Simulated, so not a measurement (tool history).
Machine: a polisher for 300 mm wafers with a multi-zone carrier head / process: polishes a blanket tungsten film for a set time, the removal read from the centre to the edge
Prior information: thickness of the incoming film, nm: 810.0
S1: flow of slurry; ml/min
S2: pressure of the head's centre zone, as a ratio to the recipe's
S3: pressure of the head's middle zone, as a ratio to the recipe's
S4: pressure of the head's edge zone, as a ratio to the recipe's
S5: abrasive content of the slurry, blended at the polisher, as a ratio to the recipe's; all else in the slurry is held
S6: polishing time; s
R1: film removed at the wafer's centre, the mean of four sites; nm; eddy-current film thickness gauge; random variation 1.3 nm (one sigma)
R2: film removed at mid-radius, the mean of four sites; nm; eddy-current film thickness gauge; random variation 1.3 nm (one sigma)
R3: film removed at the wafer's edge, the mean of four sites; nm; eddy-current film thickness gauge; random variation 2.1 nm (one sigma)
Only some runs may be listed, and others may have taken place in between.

run	hour	S1	S2	S3	S4	S5	S6	R1	R2	R3
1	0.0	140	1.00	1.00	1.00	1.0	66	224.21	230.60	225.98
2	2.1	140	1.00	1.07	1.00	1.0	66	223.76	241.84	227.50
3	6.8	140	1.00	1.07	1.00	1.0	52	175.44	188.16	175.72
4	10.8	140	1.00	1.07	1.00	0.9	52	167.74	183.08	170.73
5	13.8	140	1.00	1.07	1.07	0.9	52	170.28	185.07	180.96
6	18.9	140	0.98	1.08	1.08	0.9	52	165.66	186.93	179.92

Expected results for the next run?
7	27.7	140	0.97	1.09	1.10	0.9	52	?	?	?

Run 7 measured R1 163.08 nm, R2 186.85 nm, R3 180.77 nm.

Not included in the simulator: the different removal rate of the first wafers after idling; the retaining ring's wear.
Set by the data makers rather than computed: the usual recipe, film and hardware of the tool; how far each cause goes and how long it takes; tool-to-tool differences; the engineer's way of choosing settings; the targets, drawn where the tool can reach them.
